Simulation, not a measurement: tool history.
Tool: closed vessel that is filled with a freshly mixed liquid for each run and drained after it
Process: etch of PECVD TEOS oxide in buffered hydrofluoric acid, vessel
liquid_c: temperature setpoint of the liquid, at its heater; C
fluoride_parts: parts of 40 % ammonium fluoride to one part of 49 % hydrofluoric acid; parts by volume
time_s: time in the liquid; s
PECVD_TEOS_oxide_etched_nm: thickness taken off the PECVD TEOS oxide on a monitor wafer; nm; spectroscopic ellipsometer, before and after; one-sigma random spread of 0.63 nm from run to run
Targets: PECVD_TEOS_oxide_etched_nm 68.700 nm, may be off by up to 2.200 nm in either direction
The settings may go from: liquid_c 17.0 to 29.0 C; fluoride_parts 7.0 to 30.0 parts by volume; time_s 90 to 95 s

{"run": 1, "hour": 0.0, "liquid_c": 21.0, "fluoride_parts": 20.0, "time_s": 90, "PECVD_TEOS_oxide_etched_nm": 113.07}
{"run": 2, "hour": 6.0, "liquid_c": 20.0, "fluoride_parts": 21.5, "time_s": 90, "PECVD_TEOS_oxide_etched_nm": 100.98}
{"run": 3, "hour": 6.8, "liquid_c": 19.5, "fluoride_parts": 23.0, "time_s": 90, "PECVD_TEOS_oxide_etched_nm": 92.558}
{"run": 4, "hour": 12.5, "liquid_c": 18.0, "fluoride_parts": 23.0, "time_s": 90, "PECVD_TEOS_oxide_etched_nm": 83.995}
{"run": 5, "hour": 15.2, "liquid_c": 18.0, "fluoride_parts": 24.0, "time_s": 90, "PECVD_TEOS_oxide_etched_nm": 82.556}
{"run": 6, "hour": 21.8, "liquid_c": 18.0, "fluoride_parts": 24.0, "time_s": 90, "PECVD_TEOS_oxide_etched_nm": 80.907}
{"hour": 25.5, "done": "hydrofluoric acid flow meter replaced"}
{"run": 7, "hour": 25.5, "liquid_c": 18.0, "fluoride_parts": 24.5, "time_s": 90, "PECVD_TEOS_oxide_etched_nm": 74.88}
{"run": 8, "hour": 31.9, "liquid_c": 17.5, "fluoride_parts": 25.0, "time_s": 90, "PECVD_TEOS_oxide_etched_nm": 72.573}

Consider the 4 candidate settings below. Which is the only one whose results all fall within their allowed miss of target?
{"run": "A", "hour": 38.3, "liquid_c": 17.0, "fluoride_parts": 25.5, "time_s": 90, "PECVD_TEOS_oxide_etched_nm": "?"}
{"run": "B", "hour": 38.3, "liquid_c": 17.5, "fluoride_parts": 23.5, "time_s": 95, "PECVD_TEOS_oxide_etched_nm": "?"}
{"run": "C", "hour": 38.3, "liquid_c": 17.5, "fluoride_parts": 26.5, "time_s": 95, "PECVD_TEOS_oxide_etched_nm": "?"}
{"run": "D", "hour": 38.3, "liquid_c": 17.0, "fluoride_parts": 23.0, "time_s": 90, "PECVD_TEOS_oxide_etched_nm": "?"}

move=A PECVD_TEOS_oxide_etched_nm=69.059
move=B PECVD_TEOS_oxide_etched_nm=79.377
move=C PECVD_TEOS_oxide_etched_nm=73.040
move=D PECVD_TEOS_oxide_etched_nm=74.174
A: meets every target
B: the biggest miss grows against the last run
C: the biggest miss grows against the last run
D: the biggest miss grows against the last run
So the answer is move A, the one that meets all the targets.

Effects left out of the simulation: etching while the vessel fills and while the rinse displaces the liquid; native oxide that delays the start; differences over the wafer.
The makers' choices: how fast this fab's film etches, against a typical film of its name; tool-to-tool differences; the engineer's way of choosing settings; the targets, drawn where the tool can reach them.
